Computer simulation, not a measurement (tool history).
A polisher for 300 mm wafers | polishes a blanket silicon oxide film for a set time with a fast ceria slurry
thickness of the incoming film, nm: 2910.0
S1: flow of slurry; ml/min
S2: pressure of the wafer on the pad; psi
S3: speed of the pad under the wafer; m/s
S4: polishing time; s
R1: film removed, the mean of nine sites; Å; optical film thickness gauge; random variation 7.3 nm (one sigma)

run 1 day=0.000 | S1=260 S2=2.3 S3=0.90 S4=52 | R1=4320.6
run 2 day=0.142 | S1=260 S2=2.6 S3=0.90 S4=52 | R1=4938.4
run 3 day=0.188 | S1=260 S2=2.6 S3=0.90 S4=46 | R1=4301.9
run 4 day=0.396 | S1=260 S2=2.6 S3=0.90 S4=52 | R1=4847.8
run 5 day=0.533 | S1=260 S2=2.6 S3=0.90 S4=52 | R1=4823.2
run 6 day=0.592 | S1=260 S2=2.7 S3=0.90 S4=52 | R1=5100.9
run 7 day=0.921 | S1=260 S2=2.8 S3=0.90 S4=52 | R1=5300.6
run 8 day=1.283 | S1=260 S2=2.8 S3=0.90 S4=52 | R1=5182.6
run 9 day=1.350 | S1=260 S2=2.9 S3=0.90 S4=52 | R1=5489.9

The next listed run, before its measurement:
run 10 day=1.625 | S1=260 S2=3.0 S3=0.90 S4=52 | R1=?

R1: 5642.2 Å
